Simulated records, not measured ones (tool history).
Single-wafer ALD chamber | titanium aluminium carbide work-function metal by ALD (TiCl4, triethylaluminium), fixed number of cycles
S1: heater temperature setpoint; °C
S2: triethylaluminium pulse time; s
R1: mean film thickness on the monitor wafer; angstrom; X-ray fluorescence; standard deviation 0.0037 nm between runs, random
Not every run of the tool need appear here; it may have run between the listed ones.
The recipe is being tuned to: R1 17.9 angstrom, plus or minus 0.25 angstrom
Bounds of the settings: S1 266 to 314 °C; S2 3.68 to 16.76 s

{"run": 1, "hour": 0.0, "S1": 290, "S2": 10.22, "R1": 19.756}
{"run": 2, "hour": 0.6, "S1": 287, "S2": 10.01, "R1": 19.545}
{"run": 3, "hour": 1.6, "S1": 291, "S2": 10.01, "R1": 19.856}
{"run": 4, "hour": 3.1, "S1": 291, "S2": 12.13, "R1": 20.229}
{"run": 5, "hour": 6.6, "S1": 287, "S2": 11.66, "R1": 19.865}
{"run": 6, "hour": 13.9, "S1": 283, "S2": 11.66, "R1": 19.497}
{"run": 7, "hour": 20.9, "S1": 280, "S2": 11.33, "R1": 19.195}
{"run": 8, "hour": 26.9, "S1": 278, "S2": 11.07, "R1": 19.04}
{"run": 9, "hour": 32.4, "S1": 276, "S2": 10.78, "R1": 18.815}

Next run, 4 choices. One meets every target within its allowed miss, the rest don't. Which?
{"run": "A", "hour": 37.9, "S1": 270, "S2": 11.37, "R1": "?"}
{"run": "B", "hour": 37.9, "S1": 266, "S2": 9.64, "R1": "?"}
{"run": "C", "hour": 37.9, "S1": 269, "S2": 12.25, "R1": "?"}
{"run": "D", "hour": 37.9, "S1": 298, "S2": 9.99, "R1": "?"}

move=A R1=18.441
move=B R1=17.811
move=C R1=18.464
move=D R1=20.378
A: an improvement on the last run, though not all results are within tolerance
B: all results in spec
C: an improvement on the last run, though not all results are within tolerance
D: lands further from the targets than the last run did
B meets every target.
